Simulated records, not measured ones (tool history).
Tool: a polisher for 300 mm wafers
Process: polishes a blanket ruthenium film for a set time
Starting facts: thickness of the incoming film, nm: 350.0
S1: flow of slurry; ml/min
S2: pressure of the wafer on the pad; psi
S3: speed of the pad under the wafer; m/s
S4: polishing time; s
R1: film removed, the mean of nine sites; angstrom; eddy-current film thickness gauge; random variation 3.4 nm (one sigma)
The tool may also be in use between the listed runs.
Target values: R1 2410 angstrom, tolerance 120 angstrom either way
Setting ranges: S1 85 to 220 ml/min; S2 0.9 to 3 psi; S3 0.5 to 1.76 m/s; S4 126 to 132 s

Run 1, hour 0: S1 140 ml/min, S2 1.9 psi, S3 1.12 m/s, S4 126 s. Result: R1 1404.9 angstrom.
Run 2, hour 6.7: S1 140 ml/min, S2 2.2 psi, S3 1.12 m/s, S4 126 s. Result: R1 1667.5 angstrom.
Run 3, hour 8.2: S1 140 ml/min, S2 1.7 psi, S3 1.12 m/s, S4 126 s. Result: R1 1276.7 angstrom.
Run 4, hour 12.8: S1 175 ml/min, S2 1.7 psi, S3 1.12 m/s, S4 126 s. Result: R1 1321.7 angstrom.
Run 5, hour 19.3: S1 205 ml/min, S2 1.7 psi, S3 1.12 m/s, S4 126 s. Result: R1 1354.1 angstrom.
Run 6, hour 27.5: S1 205 ml/min, S2 1.7 psi, S3 0.9 m/s, S4 126 s. Result: R1 1177.1 angstrom.
Run 7, hour 32.3: S1 205 ml/min, S2 2.1 psi, S3 0.92 m/s, S4 126 s. Result: R1 1435.6 angstrom.
Run 8, hour 34.1: S1 205 ml/min, S2 2.4 psi, S3 0.96 m/s, S4 126 s. Result: R1 1668.5 angstrom.
Run 9, hour 40.8: S1 205 ml/min, S2 2.6 psi, S3 1.02 m/s, S4 126 s. Result: R1 1884.4 angstrom.
Run 10, hour 43.7: S1 205 ml/min, S2 2.7 psi, S3 1.06 m/s, S4 126 s. Result: R1 2092.3 angstrom.
Run 11, hour 48.9: S1 205 ml/min, S2 2.8 psi, S3 1.06 m/s, S4 126 s. Result: R1 2053.4 angstrom.
Run 12, hour 52.2: S1 205 ml/min, S2 2.9 psi, S3 1.1 m/s, S4 126 s. Result: R1 2256.9 angstrom.
Run 13, hour 54.9: S1 205 ml/min, S2 2.9 psi, S3 1.12 m/s, S4 126 s. Result: R1 2291.2 angstrom.

Which of these 4 next moves meets every target?
Run A, hour 57.6: S1 220 ml/min, S2 2.7 psi, S3 1.26 m/s, S4 129 s. Result: R1 ?.
Run B, hour 57.6: S1 220 ml/min, S2 2.2 psi, S3 1.36 m/s, S4 132 s. Result: R1 ?.
Run C, hour 57.6: S1 180 ml/min, S2 2.8 psi, S3 1.14 m/s, S4 126 s. Result: R1 ?.
Run D, hour 57.6: S1 215 ml/min, S2 2.5 psi, S3 1.08 m/s, S4 129 s. Result: R1 ?.

move      R1
   A  2381.3
   B  2110.7
   C  2187.6
   D    1973
A: each result inside its tolerance
B: misses by more than the last run did
C: misses by more than the last run did
D: misses by more than the last run did
Answer: A
